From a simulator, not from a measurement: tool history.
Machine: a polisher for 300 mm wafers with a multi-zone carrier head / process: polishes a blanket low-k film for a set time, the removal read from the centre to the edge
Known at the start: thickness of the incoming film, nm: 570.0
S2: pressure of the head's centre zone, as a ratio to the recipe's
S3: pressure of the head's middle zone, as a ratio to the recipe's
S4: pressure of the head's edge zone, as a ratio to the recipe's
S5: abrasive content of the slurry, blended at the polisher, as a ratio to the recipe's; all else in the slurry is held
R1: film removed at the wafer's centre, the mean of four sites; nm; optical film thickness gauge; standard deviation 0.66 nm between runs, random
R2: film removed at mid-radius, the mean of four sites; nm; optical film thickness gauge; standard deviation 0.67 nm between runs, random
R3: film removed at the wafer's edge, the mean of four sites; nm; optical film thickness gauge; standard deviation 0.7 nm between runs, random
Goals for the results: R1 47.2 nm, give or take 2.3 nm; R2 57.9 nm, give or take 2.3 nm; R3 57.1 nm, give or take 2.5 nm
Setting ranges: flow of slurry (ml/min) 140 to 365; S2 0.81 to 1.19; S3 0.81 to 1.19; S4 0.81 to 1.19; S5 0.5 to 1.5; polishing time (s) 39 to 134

run 1 hour=0 | flow_of_slurry_(ml/min)=235 S2=1 S3=1 S4=1 S5=1 polishing_time_(s)=86 | R1=55.688 R2=55.538 R3=54.2
run 2 hour=6.7 | flow_of_slurry_(ml/min)=235 S2=1.07 S3=1 S4=1 S5=1 polishing_time_(s)=86 | R1=59.061 R2=55.515 R3=54.489
run 3 hour=13 | flow_of_slurry_(ml/min)=235 S2=1.02 S3=1 S4=1 S5=1 polishing_time_(s)=86 | R1=56.863 R2=55.317 R3=53.956
run 4 hour=14.1 | flow_of_slurry_(ml/min)=235 S2=1.02 S3=1 S4=1 S5=1.15 polishing_time_(s)=86 | R1=59.369 R2=57.763 R3=56.639
-- hour=17.5 slurry nozzle cleaned
run 5 hour=17.5 | flow_of_slurry_(ml/min)=235 S2=1.02 S3=1 S4=1 S5=1.05 polishing_time_(s)=86 | R1=58.142 R2=56.854 R3=56.401
run 6 hour=20.9 | flow_of_slurry_(ml/min)=230 S2=0.98 S3=1.01 S4=1.01 S5=1.05 polishing_time_(s)=86 | R1=55.199 R2=58.284 R3=57.679
run 7 hour=29.9 | flow_of_slurry_(ml/min)=225 S2=0.96 S3=1.01 S4=1 S5=1.05 polishing_time_(s)=86 | R1=56.778 R2=58.15 R3=57.756
run 8 hour=34 | flow_of_slurry_(ml/min)=230 S2=0.94 S3=1.02 S4=1.01 S5=1 polishing_time_(s)=86 | R1=54.026 R2=57.423 R3=56.054
run 9 hour=42.2 | flow_of_slurry_(ml/min)=225 S2=0.92 S3=1.03 S4=1.02 S5=1 polishing_time_(s)=86 | R1=53.222 R2=58.543 R3=55.882
run 10 hour=51 | flow_of_slurry_(ml/min)=220 S2=0.9 S3=1.03 S4=1.04 S5=1 polishing_time_(s)=86 | R1=51.741 R2=58.034 R3=56.67
run 11 hour=55.3 | flow_of_slurry_(ml/min)=220 S2=0.88 S3=1.03 S4=1.05 S5=1 polishing_time_(s)=86 | R1=50.924 R2=58.821 R3=56.418
run 12 hour=64.3 | flow_of_slurry_(ml/min)=215 S2=0.87 S3=1.02 S4=1.06 S5=1 polishing_time_(s)=86 | R1=49.989 R2=57.453 R3=58.198

Which one of the following 5 next-run settings gets every result inside its allowed miss? There is exactly one.
run A hour=73.3 | flow_of_slurry_(ml/min)=170 S2=1.02 S3=1.01 S4=1.05 S5=1.3 polishing_time_(s)=81 | R1=? R2=? R3=?
run B hour=73.3 | flow_of_slurry_(ml/min)=205 S2=0.84 S3=1.04 S4=1.07 S5=1.05 polishing_time_(s)=84 | R1=? R2=? R3=?
run C hour=73.3 | flow_of_slurry_(ml/min)=230 S2=0.95 S3=0.98 S4=1.1 S5=1.1 polishing_time_(s)=85 | R1=? R2=? R3=?
run D hour=73.3 | flow_of_slurry_(ml/min)=260 S2=0.94 S3=0.93 S4=1.07 S5=1 polishing_time_(s)=88 | R1=? R2=? R3=?
run E hour=73.3 | flow_of_slurry_(ml/min)=245 S2=0.97 S3=0.98 S4=1.11 S5=0.85 polishing_time_(s)=91 | R1=? R2=? R3=?

move=A R1=58.851 R2=56.192 R3=56.277
move=B R1=48.548 R2=57.673 R3=56.441
move=C R1=57.167 R2=56.951 R3=59.308
move=D R1=57.809 R2=55.655 R3=59.564
move=E R1=58.579 R2=57.094 R3=59.636
A: lands further from the targets than the last run did
B: in spec on every target
C: lands further from the targets than the last run did
D: lands further from the targets than the last run did
E: lands further from the targets than the last run did
The move that meets every target is B.
